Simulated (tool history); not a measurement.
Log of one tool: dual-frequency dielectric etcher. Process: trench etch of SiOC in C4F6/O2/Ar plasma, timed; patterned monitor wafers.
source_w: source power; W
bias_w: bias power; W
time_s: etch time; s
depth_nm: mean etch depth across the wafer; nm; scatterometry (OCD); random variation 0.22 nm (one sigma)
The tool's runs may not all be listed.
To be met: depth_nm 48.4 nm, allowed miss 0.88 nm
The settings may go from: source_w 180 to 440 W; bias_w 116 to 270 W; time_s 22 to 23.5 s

run 1 hour=0 | source_w=310 bias_w=193 time_s=22 | depth_nm=42.4
run 2 hour=4.1 | source_w=310 bias_w=193 time_s=23.5 | depth_nm=45.05
run 3 hour=11.3 | source_w=260 bias_w=193 time_s=23.5 | depth_nm=41.493
run 4 hour=20 | source_w=270 bias_w=194 time_s=23.5 | depth_nm=42.03
run 5 hour=23.2 | source_w=270 bias_w=194 time_s=22 | depth_nm=39.664
run 6 hour=24.5 | source_w=300 bias_w=194 time_s=22 | depth_nm=41.381
run 7 hour=30.1 | source_w=310 bias_w=195 time_s=22 | depth_nm=41.96
run 8 hour=34.4 | source_w=320 bias_w=196 time_s=22 | depth_nm=42.767
run 9 hour=42.2 | source_w=330 bias_w=197 time_s=22 | depth_nm=43.164

4 next moves are on the table. One of them brings every result within its allowed miss. Which?
run A hour=50 | source_w=330 bias_w=202 time_s=22.5 | depth_nm=?
run B hour=50 | source_w=300 bias_w=213 time_s=23.5 | depth_nm=?
run C hour=50 | source_w=340 bias_w=205 time_s=23.5 | depth_nm=?
run D hour=50 | source_w=320 bias_w=197 time_s=22.5 | depth_nm=?

move=A depth_nm=45.488
move=B depth_nm=46.929
move=C depth_nm=48.466
move=D depth_nm=44.333
A: nearer than the last run, and not there yet
B: nearer than the last run, and not there yet
C: meets every target
D: nearer than the last run, and not there yet
Answer: C

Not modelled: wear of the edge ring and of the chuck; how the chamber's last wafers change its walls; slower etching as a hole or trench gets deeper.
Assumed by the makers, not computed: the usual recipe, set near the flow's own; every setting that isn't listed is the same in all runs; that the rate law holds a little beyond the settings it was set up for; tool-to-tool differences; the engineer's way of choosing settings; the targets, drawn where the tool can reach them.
